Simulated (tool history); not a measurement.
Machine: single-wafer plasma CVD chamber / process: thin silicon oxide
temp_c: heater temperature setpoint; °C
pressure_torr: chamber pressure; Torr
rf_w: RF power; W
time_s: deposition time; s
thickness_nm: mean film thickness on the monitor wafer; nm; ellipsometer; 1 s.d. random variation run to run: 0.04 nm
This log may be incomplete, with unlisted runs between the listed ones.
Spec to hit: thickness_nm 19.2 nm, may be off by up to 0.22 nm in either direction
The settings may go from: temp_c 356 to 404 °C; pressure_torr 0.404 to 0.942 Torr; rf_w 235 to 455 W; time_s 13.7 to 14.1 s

| run | hour | temp_c | pressure_torr | rf_w | time_s | thickness_nm |
|---|---|---|---|---|---|---|
| 1 | 0 | 380 | 0.673 | 345 | 13.7 | 22.813 |
| 2 | 6.9 | 380 | 0.673 | 345 | 13.7 | 22.75 |
| 3 | 7.7 | 380 | 0.673 | 345 | 13.7 | 22.896 |
| 4 | 11.5 | 380 | 0.673 | 325 | 13.7 | 22.45 |
| 5 | 16.9 | 372 | 0.673 | 325 | 13.7 | 22.603 |
| 6 | 23.1 | 372 | 0.673 | 375 | 13.7 | 23.505 |
| 7 | 29.2 | 372 | 0.642 | 375 | 13.7 | 22.633 |
| 8 | 34.8 | 372 | 0.615 | 375 | 13.7 | 21.58 |
| 9 | 42.1 | 372 | 0.597 | 375 | 13.7 | 21.034 |
| 10 | 46.8 | 372 | 0.583 | 375 | 13.7 | 20.553 |
| 11 | 54.4 | 372 | 0.573 | 375 | 13.7 | 20.196 |
| 12 | 57.1 | 372 | 0.535 | 375 | 13.7 | 18.824 |

Consider the 5 candidate settings below. Which is the only one whose results all fall within their allowed miss of target?
| A | 59.8 | 370 | 0.517 | 395 | 13.7 | ? |
| B | 59.8 | 363 | 0.509 | 365 | 14.1 | ? |
| C | 59.8 | 378 | 0.558 | 395 | 13.7 | ? |
| D | 59.8 | 378 | 0.512 | 385 | 13.9 | ? |
| E | 59.8 | 371 | 0.528 | 375 | 14.1 | ? |

| move | thickness_nm |
|---|---|
| A | 18.59 |
| B | 18.468 |
| C | 19.962 |
| D | 18.448 |
| E | 19.218 |
A: its largest miss is bigger than the last run's
B: its largest miss is bigger than the last run's
C: takes the biggest miss from the last run beyond its target
D: its largest miss is bigger than the last run's
E: meets every target
The right move is E.

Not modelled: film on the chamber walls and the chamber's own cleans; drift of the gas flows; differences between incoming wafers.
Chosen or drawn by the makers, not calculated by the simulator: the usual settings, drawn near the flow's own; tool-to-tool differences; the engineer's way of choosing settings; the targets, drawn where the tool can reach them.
